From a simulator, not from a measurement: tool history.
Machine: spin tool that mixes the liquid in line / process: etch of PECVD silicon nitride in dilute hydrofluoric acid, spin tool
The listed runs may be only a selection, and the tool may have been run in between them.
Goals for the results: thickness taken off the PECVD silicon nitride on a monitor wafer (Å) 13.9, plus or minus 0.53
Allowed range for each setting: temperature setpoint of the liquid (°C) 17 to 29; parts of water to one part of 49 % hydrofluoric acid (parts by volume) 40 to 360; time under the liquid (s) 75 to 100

run  hour  temperature setpoint of the liquid (°C)  parts of water to one part of 49 % hydrofluoric acid (parts by volume)  time under the liquid (s)  thickness taken off the PECVD silicon nitride on a monitor wafer (Å)
  1     0                                       21                                                                     200                        100                                                                9.3101
  2   1.8                                       22                                                                     200                        100                                                                9.7968
  3   5.3                                       23                                                                     200                        100                                                                10.431
  4  14.3                                       26                                                                     200                        100                                                                12.683
  5  16.8                                       26                                                                     200                         75                                                                9.7151
  6  20.1                                       26                                                                     250                         75                                                                7.7006
  7  21.3                                     26.5                                                                     240                         75                                                                 8.556
     25.1  -- thermometer replaced
  8  25.1                                       27                                                                     230                         75                                                                10.536
  9  30.7                                     27.5                                                                     225                         75                                                                 10.81
 10  39.7                                     27.5                                                                     220                         75                                                                11.317
 11  46.5                                     28.5                                                                     215                         75                                                                12.042
 12  54.6                                       29                                                                     185                         75                                                                14.598

Which one of the following 4 next-run settings gets every result inside its allowed miss? There is exactly one.
  A  62.7                                     28.5                                                                     195                         85                                                                     ?
  B  62.7                                       29                                                                     225                         95                                                                     ?
  C  62.7                                     28.5                                                                     200                         80                                                                     ?
  D  62.7                                     25.5                                                                     185                         95                                                                     ?

move  thickness taken off the PECVD silicon nitride on a monitor wafer (Å)
   A                                                                15.403
   B                                                                15.343
   C                                                                 14.13
   D                                                                15.079
A: its largest miss is bigger than the last run's
B: its largest miss is bigger than the last run's
C: meets every target
D: its largest miss is bigger than the last run's
Answer: C
